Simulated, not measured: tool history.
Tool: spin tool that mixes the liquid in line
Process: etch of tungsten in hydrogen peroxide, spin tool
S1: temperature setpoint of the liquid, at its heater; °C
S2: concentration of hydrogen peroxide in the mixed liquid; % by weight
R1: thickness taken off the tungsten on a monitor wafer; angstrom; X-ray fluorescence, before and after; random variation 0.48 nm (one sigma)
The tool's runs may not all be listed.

run 1 hour=0.0 | S1=56.0 S2=21.0 time_under_the_liquid_(s)=45 | R1=517.14
run 2 hour=8.2 | S1=58.5 S2=21.0 time_under_the_liquid_(s)=45 | R1=596.47
run 3 hour=9.6 | S1=60.0 S2=21.0 time_under_the_liquid_(s)=45 | R1=653.13
run 4 hour=10.8 | S1=60.0 S2=17.0 time_under_the_liquid_(s)=45 | R1=576.71
run 5 hour=13.6 | S1=60.0 S2=19.5 time_under_the_liquid_(s)=45 | R1=620.76
run 6 hour=17.0 | S1=61.5 S2=19.5 time_under_the_liquid_(s)=45 | R1=678.38

The next listed run, before its measurement:
run 7 hour=24.8 | S1=62.5 S2=19.5 time_under_the_liquid_(s)=45 | R1=?

R1: 720.07 angstrom

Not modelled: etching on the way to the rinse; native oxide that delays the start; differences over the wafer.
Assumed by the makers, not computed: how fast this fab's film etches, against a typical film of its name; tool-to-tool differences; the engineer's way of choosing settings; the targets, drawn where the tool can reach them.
